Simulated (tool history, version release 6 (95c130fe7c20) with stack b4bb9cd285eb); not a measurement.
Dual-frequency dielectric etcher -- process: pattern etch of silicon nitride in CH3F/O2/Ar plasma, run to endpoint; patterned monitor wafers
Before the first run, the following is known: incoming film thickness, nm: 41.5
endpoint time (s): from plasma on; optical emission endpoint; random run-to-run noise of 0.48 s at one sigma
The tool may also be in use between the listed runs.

run 1 hour=0.0 | source_power_(kW)=0.290 bias_power_(kW)=0.080 | endpoint_time_(s)=64.546
run 2 hour=3.2 | source_power_(kW)=0.290 bias_power_(kW)=0.075 | endpoint_time_(s)=65.981
run 3 hour=12.0 | source_power_(kW)=0.340 bias_power_(kW)=0.075 | endpoint_time_(s)=63.152
run 4 hour=16.2 | source_power_(kW)=0.340 bias_power_(kW)=0.087 | endpoint_time_(s)=59.345
run 5 hour=20.9 | source_power_(kW)=0.320 bias_power_(kW)=0.081 | endpoint_time_(s)=61.842
run 6 hour=22.1 | source_power_(kW)=0.300 bias_power_(kW)=0.076 | endpoint_time_(s)=64.756
run 7 hour=24.7 | source_power_(kW)=0.280 bias_power_(kW)=0.072 | endpoint_time_(s)=67.867
run 8 hour=27.9 | source_power_(kW)=0.270 bias_power_(kW)=0.069 | endpoint_time_(s)=70.401
run 9 hour=31.7 | source_power_(kW)=0.260 bias_power_(kW)=0.067 | endpoint_time_(s)=73.240
run 10 hour=39.1 | source_power_(kW)=0.250 bias_power_(kW)=0.066 | endpoint_time_(s)=73.467

Estimate the outcome of run 11 from the log above:
run 11 hour=45.2 | source_power_(kW)=0.250 bias_power_(kW)=0.066 | endpoint_time_(s)=?

Run 11 measured endpoint time (s) 73.839.

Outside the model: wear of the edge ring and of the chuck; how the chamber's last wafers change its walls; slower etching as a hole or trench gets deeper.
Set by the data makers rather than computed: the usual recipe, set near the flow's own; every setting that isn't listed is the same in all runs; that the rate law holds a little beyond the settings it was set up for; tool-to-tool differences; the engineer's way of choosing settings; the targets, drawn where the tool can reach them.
